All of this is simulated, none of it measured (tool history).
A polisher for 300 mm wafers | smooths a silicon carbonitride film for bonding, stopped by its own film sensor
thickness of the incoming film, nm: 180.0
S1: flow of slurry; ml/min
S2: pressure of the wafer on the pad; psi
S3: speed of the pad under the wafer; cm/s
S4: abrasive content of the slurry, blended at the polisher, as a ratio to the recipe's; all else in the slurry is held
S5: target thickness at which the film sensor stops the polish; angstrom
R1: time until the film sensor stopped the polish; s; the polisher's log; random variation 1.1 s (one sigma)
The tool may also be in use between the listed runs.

| run | hour | S1 | S2 | S3 | S4 | S5 | R1 |
|---|---|---|---|---|---|---|---|
| 1 | 0 | 140 | 2.5 | 110 | 1 | 1630 | 56.373 |
| 2 | 1 | 125 | 2.5 | 110 | 1 | 1630 | 56.921 |
| 3 | 9.7 | 125 | 2.5 | 98 | 1 | 1630 | 62.274 |
| 4 | 16.9 | 125 | 2.4 | 98 | 1 | 1630 | 65.166 |
| 5 | 19.3 | 125 | 2.3 | 98 | 1 | 1630 | 66.391 |
| 6 | 27 | 125 | 2.2 | 98 | 1 | 1630 | 71.515 |

The next listed run, before its measurement:
| 7 | 30.1 | 125 | 2 | 98 | 1 | 1630 | ? |

{"run 7": {"R1": 77.162}}

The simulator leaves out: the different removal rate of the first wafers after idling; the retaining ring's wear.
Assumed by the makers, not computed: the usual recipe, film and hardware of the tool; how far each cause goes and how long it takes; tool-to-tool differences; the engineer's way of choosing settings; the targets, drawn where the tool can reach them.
